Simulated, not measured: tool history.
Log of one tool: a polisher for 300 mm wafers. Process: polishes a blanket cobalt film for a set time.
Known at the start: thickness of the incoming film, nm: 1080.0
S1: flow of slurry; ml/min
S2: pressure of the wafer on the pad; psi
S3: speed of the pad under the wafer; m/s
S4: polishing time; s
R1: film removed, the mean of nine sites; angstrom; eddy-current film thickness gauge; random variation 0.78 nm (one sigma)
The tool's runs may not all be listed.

Run 1, hour 0.0: S1 215 ml/min, S2 2.0 psi, S3 0.82 m/s, S4 43 s. Result: R1 1535.8 angstrom.
Run 2, hour 1.0: S1 190 ml/min, S2 2.0 psi, S3 0.82 m/s, S4 43 s. Result: R1 1492.5 angstrom.
Run 3, hour 6.1: S1 185 ml/min, S2 1.7 psi, S3 0.82 m/s, S4 43 s. Result: R1 1270.0 angstrom.
Run 4, hour 12.6: S1 210 ml/min, S2 1.7 psi, S3 0.82 m/s, S4 43 s. Result: R1 1303.0 angstrom.
Run 5, hour 14.1: S1 200 ml/min, S2 1.5 psi, S3 0.82 m/s, S4 43 s. Result: R1 1153.6 angstrom.
Run 6, hour 20.6: S1 200 ml/min, S2 1.9 psi, S3 0.82 m/s, S4 43 s. Result: R1 1475.3 angstrom.

Forecast run 7:
Run 7, hour 23.5: S1 195 ml/min, S2 1.7 psi, S3 0.82 m/s, S4 43 s. Result: R1 ?.

Run 7 gave R1 1302.1 angstrom.
